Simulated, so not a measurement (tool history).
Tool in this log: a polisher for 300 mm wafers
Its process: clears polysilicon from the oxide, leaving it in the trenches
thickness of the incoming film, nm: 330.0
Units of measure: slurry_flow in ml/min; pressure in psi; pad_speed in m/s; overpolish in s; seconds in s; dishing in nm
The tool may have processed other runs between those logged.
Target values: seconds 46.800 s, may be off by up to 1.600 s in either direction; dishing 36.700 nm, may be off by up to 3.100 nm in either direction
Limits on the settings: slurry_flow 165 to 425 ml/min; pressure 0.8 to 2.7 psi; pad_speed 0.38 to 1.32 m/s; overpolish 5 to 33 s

| run | hour | slurry_flow | pressure | pad_speed | overpolish | seconds | dishing |
|---|---|---|---|---|---|---|---|
| 1 | 0.0 | 275 | 1.7 | 0.84 | 17 | 37.779 | 64.010 |
| 2 | 4.0 | 275 | 1.5 | 0.84 | 17 | 42.394 | 62.851 |
| 3 | 5.9 | 340 | 1.5 | 0.84 | 17 | 42.223 | 60.520 |
| 4 | 8.9 | 340 | 1.5 | 0.96 | 17 | 36.855 | 61.502 |
| 5 | 14.1 | 340 | 1.7 | 0.96 | 17 | 32.728 | 64.109 |
| 6 | 22.0 | 340 | 2.0 | 0.96 | 17 | 27.786 | 67.407 |
| 7 | 24.3 | 340 | 1.5 | 0.90 | 9 | 39.186 | 44.671 |
|  | 33.2 | worn pad replaced by a new one |
| 8 | 33.2 | 340 | 1.4 | 0.90 | 8 | 38.281 | 42.901 |
| 9 | 40.2 | 340 | 1.3 | 0.90 | 8 | 41.401 | 40.645 |
| 10 | 45.3 | 335 | 1.1 | 0.90 | 6 | 47.991 | 30.074 |
| 11 | 53.5 | 335 | 1.1 | 0.90 | 7 | 47.706 | 32.383 |
| 12 | 56.7 | 335 | 1.1 | 0.90 | 12 | 47.913 | 48.229 |
| 13 | 60.5 | 335 | 1.1 | 0.90 | 11 | 48.052 | 45.476 |
| 14 | 66.7 | 335 | 1.1 | 0.90 | 10 | 47.791 | 41.804 |

Which single option among these 4 for the next run brings every result within its allowed miss of target? Just one does.
| A | 72.9 | 330 | 1.3 | 0.80 | 8 | ? | ? |
| B | 72.9 | 345 | 1.0 | 0.90 | 12 | ? | ? |
| C | 72.9 | 310 | 1.2 | 0.86 | 11 | ? | ? |
| D | 72.9 | 350 | 1.3 | 0.82 | 11 | ? | ? |

| move | seconds | dishing |
|---|---|---|
| A | 46.084 | 37.219 |
| B | 51.811 | 45.114 |
| C | 46.454 | 45.738 |
| D | 44.770 | 46.783 |
A: all results in spec
B: moves away from the targets compared with the last run
C: moves away from the targets compared with the last run
D: moves away from the targets compared with the last run
A meets every target.

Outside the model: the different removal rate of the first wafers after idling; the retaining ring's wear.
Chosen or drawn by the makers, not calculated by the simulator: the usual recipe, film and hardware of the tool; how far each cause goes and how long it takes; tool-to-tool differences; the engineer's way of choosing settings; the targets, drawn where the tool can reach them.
